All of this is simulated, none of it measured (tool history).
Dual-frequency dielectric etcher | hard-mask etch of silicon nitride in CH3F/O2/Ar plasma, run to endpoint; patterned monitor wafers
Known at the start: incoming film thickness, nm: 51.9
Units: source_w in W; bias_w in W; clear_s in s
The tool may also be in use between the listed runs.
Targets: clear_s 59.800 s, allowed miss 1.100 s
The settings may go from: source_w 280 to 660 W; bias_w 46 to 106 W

run 1 hour=0.0 | source_w=470 bias_w=76 | clear_s=70.396
run 2 hour=2.6 | source_w=470 bias_w=63 | clear_s=74.789
run 3 hour=7.7 | source_w=510 bias_w=67 | clear_s=71.118
run 4 hour=12.7 | source_w=450 bias_w=67 | clear_s=74.332
run 5 hour=14.5 | source_w=450 bias_w=79 | clear_s=69.713
run 6 hour=16.8 | source_w=480 bias_w=79 | clear_s=68.742
run 7 hour=20.7 | source_w=520 bias_w=81 | clear_s=66.677
run 8 hour=29.4 | source_w=550 bias_w=83 | clear_s=64.802
run 9 hour=37.0 | source_w=570 bias_w=84 | clear_s=63.839
run 10 hour=43.4 | source_w=590 bias_w=85 | clear_s=62.749
run 11 hour=44.8 | source_w=600 bias_w=86 | clear_s=61.399
run 12 hour=50.1 | source_w=610 bias_w=86 | clear_s=61.819
run 13 hour=58.6 | source_w=620 bias_w=87 | clear_s=60.798

4 next moves are on the table. One of them brings every result within its allowed miss. Which?
run A hour=67.1 | source_w=640 bias_w=77 | clear_s=?
run B hour=67.1 | source_w=660 bias_w=86 | clear_s=?
run C hour=67.1 | source_w=600 bias_w=84 | clear_s=?
run D hour=67.1 | source_w=560 bias_w=89 | clear_s=?

move=A clear_s=63.218
move=B clear_s=60.171
move=C clear_s=62.664
move=D clear_s=62.807
A: further off than the last run
B: meets every target
C: further off than the last run
D: further off than the last run
The right move is B.
